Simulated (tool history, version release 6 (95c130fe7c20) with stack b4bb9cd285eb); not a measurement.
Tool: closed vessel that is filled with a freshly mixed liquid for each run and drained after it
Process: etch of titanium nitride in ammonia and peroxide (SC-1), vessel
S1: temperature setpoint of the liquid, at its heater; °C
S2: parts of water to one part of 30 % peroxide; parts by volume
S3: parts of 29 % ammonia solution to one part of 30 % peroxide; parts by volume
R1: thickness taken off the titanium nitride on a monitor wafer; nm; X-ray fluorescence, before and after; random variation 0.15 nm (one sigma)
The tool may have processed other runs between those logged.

{"run": 1, "hour": 0.0, "S1": 49.0, "S2": 18.5, "S3": 0.45, "time in the liquid (s)": 245, "R1": 7.4998}
{"run": 2, "hour": 8.1, "S1": 52.5, "S2": 18.5, "S3": 0.45, "time in the liquid (s)": 245, "R1": 9.6519}
{"run": 3, "hour": 12.2, "S1": 48.0, "S2": 18.5, "S3": 0.45, "time in the liquid (s)": 245, "R1": 7.0756}
{"run": 4, "hour": 20.6, "S1": 48.0, "S2": 18.5, "S3": 0.4, "time in the liquid (s)": 245, "R1": 6.9148}
{"run": 5, "hour": 25.3, "S1": 52.0, "S2": 18.5, "S3": 0.4, "time in the liquid (s)": 245, "R1": 9.1359}
{"run": 6, "hour": 32.1, "S1": 52.0, "S2": 18.5, "S3": 0.4, "time in the liquid (s)": 265, "R1": 9.676}
{"run": 7, "hour": 41.1, "S1": 54.5, "S2": 18.5, "S3": 0.4, "time in the liquid (s)": 265, "R1": 11.641}
{"run": 8, "hour": 46.8, "S1": 56.5, "S2": 18.5, "S3": 0.4, "time in the liquid (s)": 265, "R1": 13.345}
{"run": 9, "hour": 51.4, "S1": 57.5, "S2": 18.5, "S3": 0.4, "time in the liquid (s)": 265, "R1": 14.275}
{"run": 10, "hour": 52.5, "S1": 58.5, "S2": 18.5, "S3": 0.4, "time in the liquid (s)": 265, "R1": 15.25}
{"run": 11, "hour": 60.2, "S1": 59.0, "S2": 18.5, "S3": 0.4, "time in the liquid (s)": 265, "R1": 15.774}
{"run": 12, "hour": 61.2, "S1": 59.5, "S2": 18.5, "S3": 0.4, "time in the liquid (s)": 265, "R1": 16.209}

Estimate the outcome of run 13 from the log above:
{"hour": 62.9, "done": "ammonia flow meter replaced"}
{"run": 13, "hour": 62.9, "S1": 60.5, "S2": 18.5, "S3": 0.4, "time in the liquid (s)": 265, "R1": "?"}

Run 13 came out at R1 17.6780 nm.
